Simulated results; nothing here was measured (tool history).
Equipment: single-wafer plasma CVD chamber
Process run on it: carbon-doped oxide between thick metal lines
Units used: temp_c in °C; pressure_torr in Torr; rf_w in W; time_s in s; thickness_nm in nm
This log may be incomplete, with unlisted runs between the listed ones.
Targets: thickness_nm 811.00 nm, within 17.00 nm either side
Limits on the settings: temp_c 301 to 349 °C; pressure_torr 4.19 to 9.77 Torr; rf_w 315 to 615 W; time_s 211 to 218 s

run  hour  temp_c  pressure_torr  rf_w  time_s  thickness_nm
  1   0.0     325           6.98   465     211       1014.10
  2   5.8     325           8.15   465     211       1024.80
  3   6.9     325           8.15   425     211        944.15
  4  13.5     327           8.11   415     211        917.66
  5  18.7     329           8.07   410     211        903.19
  6  26.3     331           8.03   405     211        885.87
  7  27.3     333           7.99   400     211        869.44
  8  33.1     334           7.96   400     211        866.52
  9  40.4     335           7.93   400     211        866.09
 10  46.9     336           7.91   395     211        852.75

Of the 5 settings listed for the next run, only one would bring every result within its allowed miss of target. Which one?
  A  53.4     333           8.92   400     218             ?
  B  53.4     335           7.62   415     211             ?
  C  53.4     339           7.43   380     211             ?
  D  53.4     324           9.24   405     215             ?
  E  53.4     324           6.35   395     218             ?

move  thickness_nm
   A        903.95
   B        892.19
   C        807.60
   D        929.09
   E        896.46
A: moves away from the targets compared with the last run
B: moves away from the targets compared with the last run
C: hits every target within its allowed miss
D: moves away from the targets compared with the last run
E: moves away from the targets compared with the last run
Go with C: it meets all targets.

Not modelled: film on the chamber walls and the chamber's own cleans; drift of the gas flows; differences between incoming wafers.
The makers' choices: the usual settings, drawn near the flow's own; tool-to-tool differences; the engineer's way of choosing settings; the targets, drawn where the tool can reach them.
